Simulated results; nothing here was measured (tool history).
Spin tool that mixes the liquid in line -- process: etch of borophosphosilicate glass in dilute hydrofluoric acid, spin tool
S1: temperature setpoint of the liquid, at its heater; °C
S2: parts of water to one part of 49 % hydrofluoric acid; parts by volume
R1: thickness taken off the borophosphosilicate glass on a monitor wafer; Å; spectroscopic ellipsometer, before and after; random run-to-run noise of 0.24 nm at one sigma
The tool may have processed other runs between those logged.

run 1 day=0.000 | S1=25.0 S2=100 time_under_the_liquid_(s)=55 | R1=256.09
run 2 day=0.138 | S1=25.0 S2=100 time_under_the_liquid_(s)=55 | R1=254.64
run 3 day=0.229 | S1=25.0 S2=75 time_under_the_liquid_(s)=55 | R1=353.77
run 4 day=0.579 | S1=26.5 S2=70 time_under_the_liquid_(s)=55 | R1=406.31
run 5 day=0.629 | S1=26.5 S2=95 time_under_the_liquid_(s)=55 | R1=287.06
-- day=0.800 thermometer replaced
run 6 day=0.800 | S1=23.0 S2=95 time_under_the_liquid_(s)=55 | R1=265.64
run 7 day=0.917 | S1=24.5 S2=85 time_under_the_liquid_(s)=55 | R1=318.81

Predict the results of run 8:
run 8 day=1.158 | S1=26.0 S2=75 time_under_the_liquid_(s)=55 | R1=?

Run 8 came out at R1 383.97 Å.

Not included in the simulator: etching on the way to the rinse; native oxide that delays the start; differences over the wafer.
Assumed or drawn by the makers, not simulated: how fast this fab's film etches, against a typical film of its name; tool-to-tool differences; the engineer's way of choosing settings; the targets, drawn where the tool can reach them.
